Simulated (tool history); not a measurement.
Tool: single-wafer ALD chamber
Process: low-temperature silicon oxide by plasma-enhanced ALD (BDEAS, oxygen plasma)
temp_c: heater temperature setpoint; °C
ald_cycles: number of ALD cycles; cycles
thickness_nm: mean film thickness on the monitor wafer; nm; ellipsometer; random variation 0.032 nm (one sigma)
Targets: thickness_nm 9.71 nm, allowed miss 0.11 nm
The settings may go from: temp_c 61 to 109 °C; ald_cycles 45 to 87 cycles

| run | hour | temp_c | ald_cycles | thickness_nm |
|---|---|---|---|---|
| 1 | 0 | 85 | 66 | 10.29 |
| 2 | 6 | 87 | 66 | 10.184 |
| 3 | 9.2 | 87 | 71 | 10.987 |
| 4 | 10 | 90 | 70 | 10.681 |
| 5 | 17.9 | 90 | 76 | 11.667 |
| 6 | 24.1 | 90 | 68 | 10.465 |
| 7 | 26.2 | 92 | 67 | 10.171 |
| 8 | 31.5 | 93 | 67 | 10.167 |
| 9 | 40.3 | 95 | 67 | 10.092 |
| 10 | 45 | 96 | 67 | 10.023 |
| 11 | 48.9 | 97 | 67 | 10.008 |
| 12 | 54.7 | 98 | 67 | 9.9767 |
| 13 | 63.6 | 99 | 67 | 9.9518 |
| 14 | 66.2 | 100 | 67 | 9.9489 |
| 15 | 68.6 | 101 | 67 | 9.9547 |
| 16 | 71.4 | 102 | 67 | 9.9314 |
| 17 | 77.8 | 103 | 67 | 9.8774 |
| 18 | 81.7 | 104 | 67 | 9.8967 |
| 19 | 89.3 | 106 | 67 | 9.8005 |

4 next moves are on the table. One of them brings every result within its allowed miss. Which?
| A | 96.9 | 104 | 68 | ? |
| B | 96.9 | 109 | 68 | ? |
| C | 96.9 | 106 | 66 | ? |
| D | 96.9 | 94 | 66 | ? |

| move | thickness_nm |
|---|---|
| A | 9.9685 |
| B | 9.8852 |
| C | 9.643 |
| D | 9.9546 |
A: further off than the last run
B: further off than the last run
C: meets every target
D: further off than the last run
The right move is C.
